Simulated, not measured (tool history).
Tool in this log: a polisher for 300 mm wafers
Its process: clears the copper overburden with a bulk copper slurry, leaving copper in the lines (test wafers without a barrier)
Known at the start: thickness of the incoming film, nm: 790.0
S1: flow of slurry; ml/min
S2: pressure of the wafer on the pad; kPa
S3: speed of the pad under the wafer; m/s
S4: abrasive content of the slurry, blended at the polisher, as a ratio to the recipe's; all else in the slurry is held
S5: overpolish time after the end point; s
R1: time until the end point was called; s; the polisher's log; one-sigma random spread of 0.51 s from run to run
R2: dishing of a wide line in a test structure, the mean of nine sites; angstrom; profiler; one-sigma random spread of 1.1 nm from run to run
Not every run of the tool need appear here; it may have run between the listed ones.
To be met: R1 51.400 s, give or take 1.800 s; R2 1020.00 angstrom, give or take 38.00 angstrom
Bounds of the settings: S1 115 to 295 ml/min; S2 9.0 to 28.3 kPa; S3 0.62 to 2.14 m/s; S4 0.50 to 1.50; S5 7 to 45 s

run 1 hour=0.0 | S1=190 S2=18.6 S3=1.38 S4=1.00 S5=23 | R1=75.914 R2=922.29
run 2 hour=2.9 | S1=190 S2=19.3 S3=1.38 S4=1.00 S5=22 | R1=72.538 R2=948.14
run 3 hour=5.6 | S1=190 S2=19.3 S3=1.38 S4=1.00 S5=29 | R1=72.056 R2=1008.00
run 4 hour=8.7 | S1=190 S2=19.3 S3=1.38 S4=1.20 S5=29 | R1=69.544 R2=1023.90
run 5 hour=10.5 | S1=190 S2=19.3 S3=1.26 S4=1.20 S5=29 | R1=76.406 R2=1027.00
run 6 hour=15.0 | S1=190 S2=20.0 S3=1.28 S4=1.20 S5=27 | R1=70.655 R2=1015.90
run 7 hour=23.4 | S1=205 S2=24.8 S3=1.32 S4=1.20 S5=17 | R1=56.609 R2=973.45
run 8 hour=30.0 | S1=205 S2=26.2 S3=1.32 S4=1.20 S5=17 | R1=54.184 R2=995.58

Pick the move, out of 5, that brings all results within their allowed miss; only one does.
run A hour=36.6 | S1=200 S2=28.3 S3=1.42 S4=1.20 S5=19 | R1=? R2=?
run B hour=36.6 | S1=190 S2=27.6 S3=1.42 S4=1.30 S5=23 | R1=? R2=?
run C hour=36.6 | S1=170 S2=26.2 S3=1.24 S4=1.15 S5=25 | R1=? R2=?
run D hour=36.6 | S1=155 S2=23.4 S3=1.50 S4=1.05 S5=21 | R1=? R2=?
run E hour=36.6 | S1=195 S2=25.5 S3=1.40 S4=1.35 S5=18 | R1=? R2=?

move=A R1=47.278 R2=1082.50
move=B R1=47.853 R2=1123.90
move=C R1=59.653 R2=1080.10
move=D R1=56.835 R2=1024.00
move=E R1=51.605 R2=1020.90
A: the result that was furthest off in the last run now lies on the other side of its target
B: the result that was furthest off in the last run now lies on the other side of its target
C: misses by more than the last run did
D: misses by more than the last run did
E: in spec on every target
So the answer is move E, the one that meets all the targets.
